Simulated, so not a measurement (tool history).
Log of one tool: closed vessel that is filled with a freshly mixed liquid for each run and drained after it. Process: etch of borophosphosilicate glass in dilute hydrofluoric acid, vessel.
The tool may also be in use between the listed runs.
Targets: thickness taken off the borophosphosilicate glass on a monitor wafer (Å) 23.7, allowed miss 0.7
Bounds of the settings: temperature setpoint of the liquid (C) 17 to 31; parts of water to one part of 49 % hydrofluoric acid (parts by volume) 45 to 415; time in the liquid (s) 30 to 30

run,hour,temperature setpoint of the liquid (C),parts of water to one part of 49 % hydrofluoric acid (parts by volume),time in the liquid (s),thickness taken off the borophosphosilicate glass on a monitor wafer (Å)
1,0,23,230,30,27.101
2,4.6,23,155,30,43.548
3,10.5,21.5,175,30,35.447
4,12.6,20,185,30,31.808
5,20.8,19,195,30,28.862
6,27.5,19,245,30,21.971
7,29.5,19.5,245,30,22.07
8,33,20,245,30,22.378
9,35.8,20,245,30,22.881

Which of these 5 next moves meets every target?
A,38.6,23,245,30,?
B,38.6,19.5,240,30,?
C,38.6,19,240,30,?
D,38.6,20.5,240,30,?
E,38.6,19.5,250,30,?

move,thickness taken off the borophosphosilicate glass on a monitor wafer (Å)
A,25.11
B,22.617
C,22.191
D,23.487
E,21.512
A: takes the result that was furthest off past its target
B: further off than the last run
C: further off than the last run
D: meets every target
E: further off than the last run
Answer: D

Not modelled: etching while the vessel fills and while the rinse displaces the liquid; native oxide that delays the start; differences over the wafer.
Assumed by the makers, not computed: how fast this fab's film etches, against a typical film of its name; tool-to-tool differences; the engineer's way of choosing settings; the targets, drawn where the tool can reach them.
